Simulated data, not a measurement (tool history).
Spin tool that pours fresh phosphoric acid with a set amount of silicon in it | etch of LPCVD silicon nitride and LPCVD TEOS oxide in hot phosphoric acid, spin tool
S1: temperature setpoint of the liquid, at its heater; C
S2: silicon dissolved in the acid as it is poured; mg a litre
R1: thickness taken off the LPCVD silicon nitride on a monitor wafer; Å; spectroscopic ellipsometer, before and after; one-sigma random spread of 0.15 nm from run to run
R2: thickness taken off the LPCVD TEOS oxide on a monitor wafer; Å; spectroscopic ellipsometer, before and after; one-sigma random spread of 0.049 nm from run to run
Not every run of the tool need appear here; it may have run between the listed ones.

Run 1, day 0: S1 161 C, S2 13 mg a litre, time under the liquid (s) 180. Result: R1 169.15 Å, R2 4.3379 Å.
Run 2, day 0.054: S1 159.5 C, S2 13 mg a litre, time under the liquid (s) 180. Result: R1 158.78 Å, R2 4.4016 Å.
Run 3, day 0.317: S1 161 C, S2 13 mg a litre, time under the liquid (s) 180. Result: R1 166.86 Å, R2 4.6753 Å.
Run 4, day 0.683: S1 161.5 C, S2 13.5 mg a litre, time under the liquid (s) 185. Result: R1 174.78 Å, R2 4.2339 Å.
Run 5, day 0.767: S1 162 C, S2 12 mg a litre, time under the liquid (s) 190. Result: R1 183.87 Å, R2 4.7014 Å.
Run 6, day 0.817: S1 164 C, S2 12 mg a litre, time under the liquid (s) 190. Result: R1 194.46 Å, R2 5.7452 Å.

Estimate the outcome of run 7 from the log above:
Run 7, day 0.892: S1 164 C, S2 13 mg a litre, time under the liquid (s) 195. Result: R1 ?, R2 ?.

{"run 7": {"R1": 199.99, "R2": 5.9646}}
